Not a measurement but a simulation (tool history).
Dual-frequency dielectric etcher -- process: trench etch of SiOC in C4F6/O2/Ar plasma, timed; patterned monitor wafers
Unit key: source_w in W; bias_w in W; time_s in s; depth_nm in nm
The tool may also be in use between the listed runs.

{"run": 1, "hour": 0.0, "source_w": 450, "bias_w": 187, "time_s": 28, "depth_nm": 61.152}
{"run": 2, "hour": 0.6, "source_w": 450, "bias_w": 187, "time_s": 29, "depth_nm": 62.991}
{"run": 3, "hour": 5.1, "source_w": 430, "bias_w": 181, "time_s": 29, "depth_nm": 61.926}
{"run": 4, "hour": 5.6, "source_w": 410, "bias_w": 175, "time_s": 29, "depth_nm": 60.579}
{"run": 5, "hour": 12.2, "source_w": 350, "bias_w": 175, "time_s": 29, "depth_nm": 58.481}
{"run": 6, "hour": 15.5, "source_w": 350, "bias_w": 175, "time_s": 29, "depth_nm": 58.615}
{"run": 7, "hour": 21.1, "source_w": 340, "bias_w": 169, "time_s": 29, "depth_nm": 57.674}
{"run": 8, "hour": 25.2, "source_w": 330, "bias_w": 164, "time_s": 29, "depth_nm": 56.531}
{"run": 9, "hour": 33.8, "source_w": 330, "bias_w": 160, "time_s": 29, "depth_nm": 56.176}

Run 10 has not been measured yet. What should we expect?
{"run": 10, "hour": 41.3, "source_w": 330, "bias_w": 160, "time_s": 29, "depth_nm": "?"}

Run 10 yielded depth_nm 55.919 nm.
